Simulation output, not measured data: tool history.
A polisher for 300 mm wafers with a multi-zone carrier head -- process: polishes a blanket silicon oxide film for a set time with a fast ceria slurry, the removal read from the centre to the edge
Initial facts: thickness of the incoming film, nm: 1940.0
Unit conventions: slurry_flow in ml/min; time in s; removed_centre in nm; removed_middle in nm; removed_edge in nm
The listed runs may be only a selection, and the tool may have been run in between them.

run	day	slurry_flow	centre_zone	middle_zone	edge_zone	time	removed_centre	removed_middle	removed_edge
1	0	215	1	1	1	54	476.21	465.08	472.65
2	0.217	200	0.96	0.95	0.99	48	411.44	398.8	412.32
3	0.312	230	0.96	0.95	0.99	48	409.96	403.08	420.83
4	0.642	230	0.91	0.95	0.99	48	392.82	407.57	419.55
5	0.892	230	0.91	1.01	0.99	48	395.16	427.1	426.37
6	1.233	230	0.91	1.08	0.99	48	395.77	440.1	424.57
7	1.383	215	0.9	1.01	1.02	43	341.61	375.09	379.73
8	1.488	200	0.9	0.96	1.05	41	326.88	341.69	360.86
9	1.554	200	0.9	0.96	1.05	41	325.8	340.15	361.41
10	1.812	185	0.89	0.93	1.07	39	296.04	315.76	344.79
11	2.004	175	0.9	0.9	1.08	38	292.49	297.78	335.32

Forecast run 12:
12	2.138	165	0.89	0.88	1.08	37	?	?	?

Run 12 measured removed_centre 277.95 nm, removed_middle 283.5 nm, removed_edge 320.75 nm.
